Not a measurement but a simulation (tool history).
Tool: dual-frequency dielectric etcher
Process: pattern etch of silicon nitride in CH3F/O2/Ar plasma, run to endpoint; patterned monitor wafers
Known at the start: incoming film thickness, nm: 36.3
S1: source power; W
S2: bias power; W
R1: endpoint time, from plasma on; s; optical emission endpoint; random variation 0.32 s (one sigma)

Run 1, day 0.000: S1 360 W, S2 80 W. Result: R1 49.291 s.
Run 2, day 0.167: S1 350 W, S2 79 W. Result: R1 50.587 s.
Run 3, day 0.321: S1 340 W, S2 79 W. Result: R1 50.243 s.
Run 4, day 0.379: S1 340 W, S2 92 W. Result: R1 48.624 s.
Run 5, day 0.604: S1 380 W, S2 92 W. Result: R1 46.192 s.
Run 6, day 0.842: S1 380 W, S2 101 W. Result: R1 44.940 s.
Run 7, day 1.112: S1 360 W, S2 99 W. Result: R1 46.625 s.
Run 8, day 1.304: S1 350 W, S2 98 W. Result: R1 46.919 s.

Forecast run 9:
At day 1.671: source power generator calibrated.
Run 9, day 1.671: S1 340 W, S2 97 W. Result: R1 ?.

Run 9 gave R1 46.800 s.

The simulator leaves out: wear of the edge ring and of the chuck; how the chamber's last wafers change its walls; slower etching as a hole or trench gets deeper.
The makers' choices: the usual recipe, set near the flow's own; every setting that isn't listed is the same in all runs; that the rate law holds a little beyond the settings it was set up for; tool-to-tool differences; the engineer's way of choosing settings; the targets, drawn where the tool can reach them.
